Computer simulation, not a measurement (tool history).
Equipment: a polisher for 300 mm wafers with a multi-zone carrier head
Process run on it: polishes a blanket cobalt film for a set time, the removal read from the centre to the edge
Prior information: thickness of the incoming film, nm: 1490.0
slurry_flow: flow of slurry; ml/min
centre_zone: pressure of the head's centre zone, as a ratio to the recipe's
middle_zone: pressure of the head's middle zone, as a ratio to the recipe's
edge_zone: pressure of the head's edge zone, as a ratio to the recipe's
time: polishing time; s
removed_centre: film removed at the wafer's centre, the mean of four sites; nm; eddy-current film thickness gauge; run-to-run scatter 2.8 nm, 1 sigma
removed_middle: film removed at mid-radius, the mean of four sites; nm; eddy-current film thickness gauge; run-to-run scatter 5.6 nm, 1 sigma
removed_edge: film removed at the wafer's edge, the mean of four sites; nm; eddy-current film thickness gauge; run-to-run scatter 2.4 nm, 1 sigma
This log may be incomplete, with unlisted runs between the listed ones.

{"run": 1, "day": 0.0, "slurry_flow": 250, "centre_zone": 1, "middle_zone": 1, "edge_zone": 1, "time": 83, "removed_centre": 364.22, "removed_middle": 362.41, "removed_edge": 381.54}
{"run": 2, "day": 0.1, "slurry_flow": 220, "centre_zone": 1, "middle_zone": 1, "edge_zone": 1, "time": 83, "removed_centre": 364.3, "removed_middle": 356.97, "removed_edge": 380.27}
{"run": 3, "day": 0.379, "slurry_flow": 280, "centre_zone": 1, "middle_zone": 1, "edge_zone": 1, "time": 83, "removed_centre": 372.08, "removed_middle": 372.1, "removed_edge": 384.08}
{"run": 4, "day": 0.525, "slurry_flow": 280, "centre_zone": 1, "middle_zone": 1, "edge_zone": 1.04, "time": 83, "removed_centre": 374.63, "removed_middle": 368.89, "removed_edge": 393.43}
{"day": 0.75, "done": "edge zone pressure recalibrated"}
{"run": 5, "day": 0.75, "slurry_flow": 280, "centre_zone": 1, "middle_zone": 1, "edge_zone": 1.04, "time": 68, "removed_centre": 300.45, "removed_middle": 308.84, "removed_edge": 304.03}
{"run": 6, "day": 0.921, "slurry_flow": 290, "centre_zone": 1.02, "middle_zone": 1.03, "edge_zone": 1.05, "time": 70, "removed_centre": 323.58, "removed_middle": 316.76, "removed_edge": 317.59}
{"run": 7, "day": 1.267, "slurry_flow": 305, "centre_zone": 1.02, "middle_zone": 1.06, "edge_zone": 1.02, "time": 73, "removed_centre": 337.35, "removed_middle": 344.14, "removed_edge": 323.93}
{"run": 8, "day": 1.317, "slurry_flow": 305, "centre_zone": 1.02, "middle_zone": 1.06, "edge_zone": 1.02, "time": 73, "removed_centre": 335.87, "removed_middle": 334.66, "removed_edge": 324.55}
{"run": 9, "day": 1.483, "slurry_flow": 320, "centre_zone": 1.02, "middle_zone": 1.08, "edge_zone": 1, "time": 76, "removed_centre": 351.91, "removed_middle": 370.08, "removed_edge": 339.75}
{"run": 10, "day": 1.825, "slurry_flow": 320, "centre_zone": 1.02, "middle_zone": 1.08, "edge_zone": 1, "time": 76, "removed_centre": 353.31, "removed_middle": 353.99, "removed_edge": 338.86}

Predict the results of run 11:
{"run": 11, "day": 1.867, "slurry_flow": 330, "centre_zone": 1.02, "middle_zone": 1.1, "edge_zone": 0.98, "time": 78, "removed_centre": "?", "removed_middle": "?", "removed_edge": "?"}

{"run 11": {"removed_centre": 361.67, "removed_middle": 376.58, "removed_edge": 341.65}}
